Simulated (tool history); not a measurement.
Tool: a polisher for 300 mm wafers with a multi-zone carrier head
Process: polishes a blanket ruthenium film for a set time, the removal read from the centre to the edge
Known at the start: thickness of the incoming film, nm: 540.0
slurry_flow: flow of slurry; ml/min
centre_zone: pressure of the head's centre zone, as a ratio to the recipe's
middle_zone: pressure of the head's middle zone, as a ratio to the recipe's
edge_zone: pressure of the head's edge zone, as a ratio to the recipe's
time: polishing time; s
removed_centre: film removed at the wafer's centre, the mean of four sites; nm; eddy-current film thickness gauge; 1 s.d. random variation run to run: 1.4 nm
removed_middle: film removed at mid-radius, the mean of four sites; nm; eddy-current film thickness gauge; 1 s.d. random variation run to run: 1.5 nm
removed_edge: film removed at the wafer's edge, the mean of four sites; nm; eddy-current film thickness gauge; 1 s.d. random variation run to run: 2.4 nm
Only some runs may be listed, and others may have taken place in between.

{"run": 1, "hour": 0.0, "slurry_flow": 135, "centre_zone": 1, "middle_zone": 1, "edge_zone": 1, "time": 86, "removed_centre": 125.87, "removed_middle": 128.18, "removed_edge": 135.12}
{"run": 2, "hour": 5.3, "slurry_flow": 150, "centre_zone": 1.04, "middle_zone": 1.01, "edge_zone": 1.04, "time": 91, "removed_centre": 142.89, "removed_middle": 142.36, "removed_edge": 150.55}
{"run": 3, "hour": 9.8, "slurry_flow": 165, "centre_zone": 1.04, "middle_zone": 1.01, "edge_zone": 1.04, "time": 91, "removed_centre": 149.15, "removed_middle": 143.69, "removed_edge": 151.69}
{"run": 4, "hour": 12.1, "slurry_flow": 165, "centre_zone": 1.04, "middle_zone": 1.01, "edge_zone": 1.1, "time": 91, "removed_centre": 147.23, "removed_middle": 146.86, "removed_edge": 153.25}
{"run": 5, "hour": 15.1, "slurry_flow": 140, "centre_zone": 1.04, "middle_zone": 1.01, "edge_zone": 1.1, "time": 91, "removed_centre": 141.58, "removed_middle": 138.94, "removed_edge": 153.39}
{"run": 6, "hour": 18.7, "slurry_flow": 150, "centre_zone": 1.08, "middle_zone": 1.02, "edge_zone": 1.12, "time": 94, "removed_centre": 153.67, "removed_middle": 148.7, "removed_edge": 159.72}

Run 7, settings as shown, results not yet in. Your forecast:
{"run": 7, "hour": 24.9, "slurry_flow": 160, "centre_zone": 1.11, "middle_zone": 1.01, "edge_zone": 1.13, "time": 97, "removed_centre": "?", "removed_middle": "?", "removed_edge": "?"}

removed_centre: 166.39 nm
removed_middle: 153.99 nm
removed_edge: 170.98 nm

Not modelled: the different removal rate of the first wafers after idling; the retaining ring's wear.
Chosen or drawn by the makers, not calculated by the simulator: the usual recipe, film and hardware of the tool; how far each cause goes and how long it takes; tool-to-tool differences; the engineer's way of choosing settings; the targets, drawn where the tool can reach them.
